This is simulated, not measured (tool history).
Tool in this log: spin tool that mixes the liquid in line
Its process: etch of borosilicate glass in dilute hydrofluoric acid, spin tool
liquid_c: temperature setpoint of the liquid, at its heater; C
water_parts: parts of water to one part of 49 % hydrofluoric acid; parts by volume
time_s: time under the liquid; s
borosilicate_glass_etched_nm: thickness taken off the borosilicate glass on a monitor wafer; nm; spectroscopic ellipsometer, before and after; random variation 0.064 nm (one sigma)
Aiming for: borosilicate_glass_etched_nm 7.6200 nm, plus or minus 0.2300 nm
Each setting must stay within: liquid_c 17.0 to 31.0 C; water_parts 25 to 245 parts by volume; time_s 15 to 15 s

run,day,liquid_c,water_parts,time_s,borosilicate_glass_etched_nm
1,0.000,23.0,135,15,3.7037
2,0.117,24.0,130,15,4.0125
3,0.488,24.0,95,15,5.5785
4,0.738,24.0,95,15,5.7121
5,0.921,21.0,95,15,5.0708
6,1.021,22.0,95,15,5.2366
7,1.217,26.0,85,15,6.9076
8,1.579,26.5,85,15,7.0779

Below are 4 possible settings for the next run. Only one of them brings all results inside the allowed miss of their targets. Which is it?
A,1.942,25.0,70,15,?
B,1.942,24.5,70,15,?
C,1.942,26.5,75,15,?
D,1.942,27.0,80,15,?

move,borosilicate_glass_etched_nm
A,8.0809
B,7.9190
C,7.9597
D,7.5646
A: carries the result that was furthest off beyond its target, to the other side
B: carries the result that was furthest off beyond its target, to the other side
C: carries the result that was furthest off beyond its target, to the other side
D: meets every target
So the answer is move D, the one that meets all the targets.

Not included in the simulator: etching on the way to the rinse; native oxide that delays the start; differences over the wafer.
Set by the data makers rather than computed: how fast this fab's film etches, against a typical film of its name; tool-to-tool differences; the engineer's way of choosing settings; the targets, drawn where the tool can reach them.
